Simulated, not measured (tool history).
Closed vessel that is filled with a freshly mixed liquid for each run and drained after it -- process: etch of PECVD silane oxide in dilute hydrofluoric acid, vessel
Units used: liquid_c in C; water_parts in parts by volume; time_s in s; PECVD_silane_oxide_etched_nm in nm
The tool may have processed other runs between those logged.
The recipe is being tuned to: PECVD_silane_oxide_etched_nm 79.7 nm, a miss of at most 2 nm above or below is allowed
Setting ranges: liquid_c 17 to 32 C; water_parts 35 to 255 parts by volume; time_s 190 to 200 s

Run 1, day 0: liquid_c 24 C, water_parts 145 parts by volume, time_s 190 s. Result: PECVD_silane_oxide_etched_nm 52.962 nm.
Run 2, day 0.279: liquid_c 24 C, water_parts 175 parts by volume, time_s 190 s. Result: PECVD_silane_oxide_etched_nm 42.411 nm.
Run 3, day 0.342: liquid_c 25 C, water_parts 170 parts by volume, time_s 190 s. Result: PECVD_silane_oxide_etched_nm 45.87 nm.
Run 4, day 0.671: liquid_c 25 C, water_parts 170 parts by volume, time_s 190 s. Result: PECVD_silane_oxide_etched_nm 45.644 nm.
Run 5, day 0.883: liquid_c 26 C, water_parts 165 parts by volume, time_s 190 s. Result: PECVD_silane_oxide_etched_nm 48.621 nm.
Run 6, day 0.992: liquid_c 27 C, water_parts 160 parts by volume, time_s 190 s. Result: PECVD_silane_oxide_etched_nm 52.776 nm.
Run 7, day 1.138: liquid_c 27.5 C, water_parts 155 parts by volume, time_s 190 s. Result: PECVD_silane_oxide_etched_nm 55.671 nm.
Run 8, day 1.296: liquid_c 27.5 C, water_parts 155 parts by volume, time_s 190 s. Result: PECVD_silane_oxide_etched_nm 55.763 nm.
Run 9, day 1.671: liquid_c 28 C, water_parts 150 parts by volume, time_s 190 s. Result: PECVD_silane_oxide_etched_nm 58.69 nm.
Run 10, day 1.758: liquid_c 28.5 C, water_parts 145 parts by volume, time_s 190 s. Result: PECVD_silane_oxide_etched_nm 62.759 nm.
Run 11, day 1.875: liquid_c 29 C, water_parts 145 parts by volume, time_s 190 s. Result: PECVD_silane_oxide_etched_nm 63.733 nm.
Run 12, day 1.988: liquid_c 32 C, water_parts 125 parts by volume, time_s 190 s. Result: PECVD_silane_oxide_etched_nm 84.761 nm.
Run 13, day 2.333: liquid_c 32 C, water_parts 125 parts by volume, time_s 190 s. Result: PECVD_silane_oxide_etched_nm 84.93 nm.
Run 14, day 2.508: liquid_c 31 C, water_parts 125 parts by volume, time_s 190 s. Result: PECVD_silane_oxide_etched_nm 81.782 nm.
Run 15, day 2.85: liquid_c 31 C, water_parts 125 parts by volume, time_s 190 s. Result: PECVD_silane_oxide_etched_nm 82.052 nm.
Run 16, day 3.2: liquid_c 31 C, water_parts 125 parts by volume, time_s 190 s. Result: PECVD_silane_oxide_etched_nm 81.48 nm.

Of the 4 settings listed for the next run, only one would bring every result within its allowed miss of target. Which one?
Run A, day 3.55: liquid_c 30 C, water_parts 125 parts by volume, time_s 200 s. Result: PECVD_silane_oxide_etched_nm ?.
Run B, day 3.55: liquid_c 30.5 C, water_parts 125 parts by volume, time_s 190 s. Result: PECVD_silane_oxide_etched_nm ?.
Run C, day 3.55: liquid_c 32 C, water_parts 125 parts by volume, time_s 190 s. Result: PECVD_silane_oxide_etched_nm ?.
Run D, day 3.55: liquid_c 30.5 C, water_parts 125 parts by volume, time_s 200 s. Result: PECVD_silane_oxide_etched_nm ?.

move  PECVD_silane_oxide_etched_nm
   A                        83.196
   B                        80.496
   C                        84.994
   D                        84.732
A: its largest miss is bigger than the last run's
B: every result lands within tolerance
C: its largest miss is bigger than the last run's
D: its largest miss is bigger than the last run's
Move B is the one to make.
